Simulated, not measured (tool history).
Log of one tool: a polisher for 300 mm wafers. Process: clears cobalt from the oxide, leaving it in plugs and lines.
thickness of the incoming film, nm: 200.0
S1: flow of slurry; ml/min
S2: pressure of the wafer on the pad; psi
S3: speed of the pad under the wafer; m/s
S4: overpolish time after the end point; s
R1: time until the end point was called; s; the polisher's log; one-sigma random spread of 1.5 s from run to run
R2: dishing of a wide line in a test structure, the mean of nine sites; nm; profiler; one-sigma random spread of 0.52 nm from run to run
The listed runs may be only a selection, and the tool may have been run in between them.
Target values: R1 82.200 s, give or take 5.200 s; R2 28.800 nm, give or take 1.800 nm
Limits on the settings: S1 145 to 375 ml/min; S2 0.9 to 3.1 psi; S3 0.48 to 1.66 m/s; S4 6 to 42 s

run 1 hour=0.0 | S1=240 S2=2.0 S3=1.06 S4=21 | R1=45.694 R2=45.048
run 2 hour=1.3 | S1=240 S2=1.9 S3=1.04 S4=20 | R1=48.245 R2=42.693
run 3 hour=8.7 | S1=240 S2=1.8 S3=1.02 S4=19 | R1=51.306 R2=39.923
run 4 hour=17.6 | S1=240 S2=1.8 S3=1.02 S4=15 | R1=50.682 R2=33.941
run 5 hour=20.5 | S1=240 S2=1.3 S3=1.02 S4=15 | R1=64.849 R2=29.139
run 6 hour=26.0 | S1=240 S2=1.0 S3=1.02 S4=15 | R1=76.487 R2=25.458
run 7 hour=31.2 | S1=240 S2=0.9 S3=0.98 S4=23 | R1=80.604 R2=32.623
run 8 hour=33.2 | S1=240 S2=0.9 S3=0.98 S4=23 | R1=83.869 R2=33.550
run 9 hour=37.0 | S1=240 S2=1.0 S3=0.98 S4=15 | R1=79.038 R2=25.444
run 10 hour=42.4 | S1=240 S2=1.0 S3=0.98 S4=16 | R1=80.376 R2=26.305
run 11 hour=50.7 | S1=240 S2=1.0 S3=0.98 S4=21 | R1=76.359 R2=32.294

Which of these 5 next moves meets every target?
run A hour=59.0 | S1=145 S2=1.1 S3=0.90 S4=29 | R1=? R2=?
run B hour=59.0 | S1=270 S2=1.1 S3=1.08 S4=14 | R1=? R2=?
run C hour=59.0 | S1=220 S2=0.9 S3=1.00 S4=32 | R1=? R2=?
run D hour=59.0 | S1=260 S2=0.9 S3=1.04 S4=15 | R1=? R2=?
run E hour=59.0 | S1=270 S2=0.9 S3=1.00 S4=19 | R1=? R2=?

move=A R1=86.471 R2=37.333
move=B R1=68.675 R2=26.263
move=C R1=84.467 R2=40.255
move=D R1=80.224 R2=24.587
move=E R1=83.088 R2=28.668
A: lands further from the targets than the last run did
B: carries the result that was furthest off beyond its target, to the other side
C: lands further from the targets than the last run did
D: carries the result that was furthest off beyond its target, to the other side
E: meets every target
Answer: E
